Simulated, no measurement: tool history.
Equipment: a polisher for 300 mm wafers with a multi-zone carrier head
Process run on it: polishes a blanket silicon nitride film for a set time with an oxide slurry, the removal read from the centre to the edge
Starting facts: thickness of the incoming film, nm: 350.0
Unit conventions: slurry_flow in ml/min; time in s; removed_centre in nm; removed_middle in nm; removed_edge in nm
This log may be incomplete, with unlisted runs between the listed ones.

run	hour	slurry_flow	centre_zone	middle_zone	edge_zone	slurry_solids	time	removed_centre	removed_middle	removed_edge
1	0.0	155	1.00	1.00	1.00	1.0	83	91.673	92.604	92.385
2	6.9	155	1.00	1.00	1.00	1.0	97	109.520	110.150	108.440
3	13.2	160	1.01	1.00	1.00	1.0	97	111.510	107.660	108.330
4	20.6	165	1.02	1.01	1.00	1.0	97	112.850	110.670	109.320
5	26.6	125	1.02	1.01	1.00	1.0	97	105.890	102.300	105.090
6	31.4	135	1.03	1.02	1.00	1.0	97	108.490	105.310	105.910
7	35.2	140	1.04	1.03	1.00	1.0	97	110.920	107.030	104.670
8	42.2	145	1.04	1.03	1.00	1.0	97	108.950	108.310	106.140
9	49.1	150	1.05	1.03	1.00	1.0	97	112.790	109.080	106.960

Run 10, settings as shown, results not yet in. Your forecast:
10	56.7	150	1.05	1.03	1.00	1.0	97	?	?	?

removed_centre: 115.380 nm
removed_middle: 111.200 nm
removed_edge: 108.000 nm

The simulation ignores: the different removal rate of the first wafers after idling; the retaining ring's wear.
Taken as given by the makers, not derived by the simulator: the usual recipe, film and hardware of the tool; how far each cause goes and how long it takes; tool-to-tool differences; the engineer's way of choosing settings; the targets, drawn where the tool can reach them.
